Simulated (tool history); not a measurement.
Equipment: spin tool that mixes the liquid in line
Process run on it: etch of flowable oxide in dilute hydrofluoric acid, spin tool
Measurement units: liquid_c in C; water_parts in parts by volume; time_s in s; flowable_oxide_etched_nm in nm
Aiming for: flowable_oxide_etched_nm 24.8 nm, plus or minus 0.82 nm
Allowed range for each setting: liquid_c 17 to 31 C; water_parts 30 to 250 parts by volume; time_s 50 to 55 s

run  hour  liquid_c  water_parts  time_s  flowable_oxide_etched_nm
  1     0        23          140      50                    14.673
  2   7.8        23          140      50                    14.492
  3  14.1      26.5          140      50                    17.189
  4  22.5      26.5          140      50                    16.791
  5  26.9        24          140      50                    15.215
  6  33.5      22.5          140      50                    14.411
  7  38.4      23.5          135      50                    15.675
  8  43.4        24          135      50                    16.117
  9  45.7      24.5          135      50                      16.3
 10  51.1        25          135      50                    16.445
 11  52.4      25.5          130      50                    17.794
 12  54.9        26          130      50                    18.485
 13  56.4      26.5          130      50                    18.422
     64.5  -- hydrofluoric acid flow meter replaced
 14  64.5        27          130      50                    17.224
 15  68.4        27          125      50                     18.08
 16  69.5      27.5          120      50                    19.111
 17  74.8        28          115      50                    20.255

Of the 5 settings listed for the next run, only one would bring every result within its allowed miss of target. Which one?
  A  80.1        31          110      55                         ?
  B  80.1        26           90      55                         ?
  C  80.1      30.5          105      50                         ?
  D  80.1      28.5           95      55                         ?
  E  80.1      29.5          105      55                         ?

move  flowable_oxide_etched_nm
   A                    26.366
   B                    27.385
   C                    24.826
   D                    28.387
   E                    26.308
A: takes the biggest miss from the last run beyond its target
B: takes the biggest miss from the last run beyond its target
C: meets every target
D: takes the biggest miss from the last run beyond its target
E: takes the biggest miss from the last run beyond its target
Correct choice: C, which meets every target
